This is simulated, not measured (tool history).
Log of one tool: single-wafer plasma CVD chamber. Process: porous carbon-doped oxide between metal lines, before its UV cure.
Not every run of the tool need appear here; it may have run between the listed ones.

| run | hour | heater temperature setpoint (°C) | RF power (kW) | deposition time (s) | mean film thickness on the monitor wafer (angstrom) |
|---|---|---|---|---|---|
| 1 | 0.0 | 300 | 0.585 | 43.7 | 2811.1 |
| 2 | 2.6 | 303 | 0.580 | 43.7 | 2732.8 |
| 3 | 3.4 | 303 | 0.580 | 41.8 | 2627.3 |
| 4 | 4.7 | 303 | 0.630 | 41.8 | 2807.2 |
| 5 | 9.1 | 303 | 0.630 | 43.7 | 2927.9 |
| 6 | 9.9 | 306 | 0.620 | 43.6 | 2822.7 |
| 7 | 17.2 | 308 | 0.615 | 43.6 | 2774.9 |

Estimate the outcome of run 8 from the log above:
| 8 | 19.4 | 310 | 0.610 | 43.6 | ? |

mean film thickness on the monitor wafer (angstrom): 2713.4
